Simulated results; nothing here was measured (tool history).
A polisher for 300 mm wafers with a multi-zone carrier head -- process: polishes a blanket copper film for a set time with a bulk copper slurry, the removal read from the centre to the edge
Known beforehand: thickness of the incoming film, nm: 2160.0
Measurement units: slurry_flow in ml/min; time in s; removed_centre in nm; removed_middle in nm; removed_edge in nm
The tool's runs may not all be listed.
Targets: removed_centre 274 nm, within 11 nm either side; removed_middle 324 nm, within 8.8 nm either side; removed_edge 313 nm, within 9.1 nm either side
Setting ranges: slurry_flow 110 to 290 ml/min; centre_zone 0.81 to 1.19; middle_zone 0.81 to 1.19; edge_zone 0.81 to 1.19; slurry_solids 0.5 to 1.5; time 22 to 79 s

Run 1, hour 0: slurry_flow 185 ml/min, centre_zone 1, middle_zone 1, edge_zone 1, slurry_solids 1, time 50 s. Result: removed_centre 244.7 nm, removed_middle 248.71 nm, removed_edge 255.31 nm.
Run 2, hour 7.9: slurry_flow 185 ml/min, centre_zone 1, middle_zone 1, edge_zone 1, slurry_solids 1, time 38 s. Result: removed_centre 190.87 nm, removed_middle 189.27 nm, removed_edge 197.05 nm.
Run 3, hour 11.8: slurry_flow 195 ml/min, centre_zone 0.99, middle_zone 1.04, edge_zone 1.04, slurry_solids 1.1, time 41 s. Result: removed_centre 209.23 nm, removed_middle 216.24 nm, removed_edge 218.91 nm.
Run 4, hour 13.1: slurry_flow 195 ml/min, centre_zone 0.99, middle_zone 1.04, edge_zone 1.04, slurry_solids 0.9, time 41 s. Result: removed_centre 198.72 nm, removed_middle 203.11 nm, removed_edge 207.31 nm.
Run 5, hour 18.6: slurry_flow 195 ml/min, centre_zone 0.98, middle_zone 1.06, edge_zone 1.06, slurry_solids 1.05, time 44 s. Result: removed_centre 220.97 nm, removed_middle 235.44 nm, removed_edge 236.41 nm.
Run 6, hour 25.2: slurry_flow 200 ml/min, centre_zone 0.97, middle_zone 1.08, edge_zone 1.09, slurry_solids 1.15, time 45 s. Result: removed_centre 232.36 nm, removed_middle 246.37 nm, removed_edge 253.59 nm.
Run 7, hour 29.9: slurry_flow 210 ml/min, centre_zone 0.96, middle_zone 1.11, edge_zone 1.1, slurry_solids 1.25, time 46 s. Result: removed_centre 239.46 nm, removed_middle 264.18 nm, removed_edge 266.83 nm.
Run 8, hour 37.6: slurry_flow 215 ml/min, centre_zone 0.96, middle_zone 1.13, edge_zone 1.1, slurry_solids 1.3, time 47 s. Result: removed_centre 246.61 nm, removed_middle 280.26 nm, removed_edge 275.46 nm.
Run 9, hour 39.1: slurry_flow 225 ml/min, centre_zone 0.96, middle_zone 1.14, edge_zone 1.11, slurry_solids 1.35, time 47 s. Result: removed_centre 254.23 nm, removed_middle 286.1 nm, removed_edge 278.72 nm.
Run 10, hour 41.9: slurry_flow 230 ml/min, centre_zone 0.95, middle_zone 1.15, edge_zone 1.12, slurry_solids 1.4, time 47 s. Result: removed_centre 252.13 nm, removed_middle 291.48 nm, removed_edge 289.37 nm.
Run 11, hour 47.8: slurry_flow 235 ml/min, centre_zone 0.95, middle_zone 1.16, edge_zone 1.12, slurry_solids 1.4, time 47 s. Result: removed_centre 259.74 nm, removed_middle 298.65 nm, removed_edge 292.03 nm.
Run 12, hour 48.4: slurry_flow 245 ml/min, centre_zone 0.94, middle_zone 1.17, edge_zone 1.12, slurry_solids 1.4, time 47 s. Result: removed_centre 256.59 nm, removed_middle 298.2 nm, removed_edge 287.44 nm.
Run 13, hour 53.2: slurry_flow 245 ml/min, centre_zone 0.94, middle_zone 1.17, edge_zone 1.12, slurry_solids 1.4, time 48 s. Result: removed_centre 256.16 nm, removed_middle 300.51 nm, removed_edge 296.66 nm.
Run 14, hour 61.8: slurry_flow 240 ml/min, centre_zone 0.95, middle_zone 1.18, edge_zone 1.12, slurry_solids 1.45, time 49 s. Result: removed_centre 268.36 nm, removed_middle 312.62 nm, removed_edge 303.78 nm.

Next run, 5 choices. One meets every target within its allowed miss, the rest don't. Which?
Run A, hour 70.4: slurry_flow 220 ml/min, centre_zone 0.84, middle_zone 0.99, edge_zone 1.19, slurry_solids 1.5, time 51 s. Result: removed_centre ?, removed_middle ?, removed_edge ?.
Run B, hour 70.4: slurry_flow 240 ml/min, centre_zone 1.02, middle_zone 1.12, edge_zone 1.19, slurry_solids 1.45, time 48 s. Result: removed_centre ?, removed_middle ?, removed_edge ?.
Run C, hour 70.4: slurry_flow 270 ml/min, centre_zone 0.92, middle_zone 1.11, edge_zone 1.19, slurry_solids 1.4, time 49 s. Result: removed_centre ?, removed_middle ?, removed_edge ?.
Run D, hour 70.4: slurry_flow 210 ml/min, centre_zone 0.97, middle_zone 1.19, edge_zone 1.17, slurry_solids 1.35, time 52 s. Result: removed_centre ?, removed_middle ?, removed_edge ?.
Run E, hour 70.4: slurry_flow 225 ml/min, centre_zone 0.95, middle_zone 1.13, edge_zone 1.14, slurry_solids 1.35, time 50 s. Result: removed_centre ?, removed_middle ?, removed_edge ?.

move  removed_centre  removed_middle  removed_edge
   A          250.03           284.4         318.7
   B          283.63          293.91           301
   C          268.07          302.31        309.61
   D          279.79           317.7        311.14
   E          268.47          299.06        298.58
A: further off than the last run
B: further off than the last run
C: further off than the last run
D: hits every target within its allowed miss
E: further off than the last run
The move that meets every target is D.
